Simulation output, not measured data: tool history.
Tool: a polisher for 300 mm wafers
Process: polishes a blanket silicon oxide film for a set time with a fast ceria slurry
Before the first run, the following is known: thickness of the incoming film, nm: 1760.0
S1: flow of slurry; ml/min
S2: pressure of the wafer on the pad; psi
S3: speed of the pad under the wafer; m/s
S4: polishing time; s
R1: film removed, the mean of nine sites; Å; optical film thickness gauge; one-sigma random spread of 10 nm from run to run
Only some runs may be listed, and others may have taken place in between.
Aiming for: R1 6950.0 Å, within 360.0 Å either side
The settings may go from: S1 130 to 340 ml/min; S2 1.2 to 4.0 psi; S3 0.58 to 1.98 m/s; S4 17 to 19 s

run 1 hour=0.0 | S1=220 S2=2.6 S3=1.28 S4=19 | R1=3999.7
run 2 hour=4.4 | S1=220 S2=2.8 S3=1.28 S4=19 | R1=4260.8
run 3 hour=5.0 | S1=175 S2=2.8 S3=1.28 S4=19 | R1=4220.4
run 4 hour=7.7 | S1=225 S2=2.8 S3=1.28 S4=19 | R1=4299.8
run 5 hour=13.1 | S1=205 S2=2.8 S3=1.28 S4=19 | R1=4314.3
run 6 hour=19.5 | S1=205 S2=3.0 S3=1.28 S4=19 | R1=4459.3
run 7 hour=21.3 | S1=205 S2=3.1 S3=1.32 S4=19 | R1=4774.8
run 8 hour=26.1 | S1=205 S2=3.2 S3=1.34 S4=19 | R1=4865.9
run 9 hour=34.4 | S1=205 S2=3.3 S3=1.38 S4=19 | R1=5101.9
run 10 hour=38.7 | S1=205 S2=3.4 S3=1.42 S4=19 | R1=5564.8
run 11 hour=39.6 | S1=205 S2=3.5 S3=1.44 S4=19 | R1=5668.2
run 12 hour=43.9 | S1=205 S2=3.6 S3=1.46 S4=19 | R1=6020.5
run 13 hour=50.0 | S1=205 S2=3.6 S3=1.46 S4=19 | R1=5997.5

Of the 5 settings listed for the next run, only one would bring every result within its allowed miss of target. Which one?
run A hour=56.1 | S1=230 S2=3.5 S3=1.38 S4=18 | R1=?
run B hour=56.1 | S1=140 S2=3.9 S3=1.64 S4=19 | R1=?
run C hour=56.1 | S1=220 S2=3.8 S3=1.42 S4=19 | R1=?
run D hour=56.1 | S1=175 S2=3.6 S3=1.56 S4=18 | R1=?
run E hour=56.1 | S1=205 S2=3.7 S3=1.42 S4=19 | R1=?

move=A R1=5168.9
move=B R1=6760.4
move=C R1=5977.0
move=D R1=5825.3
move=E R1=5814.3
A: lands further from the targets than the last run did
B: all results in spec
C: about as far from the targets as the last run
D: lands further from the targets than the last run did
E: lands further from the targets than the last run did
B meets every target.

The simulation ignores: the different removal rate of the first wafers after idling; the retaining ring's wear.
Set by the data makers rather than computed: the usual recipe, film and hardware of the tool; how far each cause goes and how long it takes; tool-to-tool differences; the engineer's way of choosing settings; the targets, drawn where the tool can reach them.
